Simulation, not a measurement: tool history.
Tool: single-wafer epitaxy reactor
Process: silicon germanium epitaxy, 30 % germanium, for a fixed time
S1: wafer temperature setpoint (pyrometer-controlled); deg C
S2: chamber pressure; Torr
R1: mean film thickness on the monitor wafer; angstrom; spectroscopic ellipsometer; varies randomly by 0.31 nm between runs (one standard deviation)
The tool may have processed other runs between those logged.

run 1 day=0.000 | S1=610 S2=25.7 | R1=792.65
run 2 day=0.258 | S1=610 S2=24.1 | R1=772.03
run 3 day=0.546 | S1=608 S2=24.1 | R1=742.93
run 4 day=0.838 | S1=607 S2=24.1 | R1=728.05
run 5 day=1.175 | S1=616 S2=24.1 | R1=862.49
run 6 day=1.312 | S1=620 S2=24.1 | R1=918.48

For run 7, what comes out?
run 7 day=1.612 | S1=620 S2=24.1 | R1=?

{"run 7": {"R1": 922.62}}
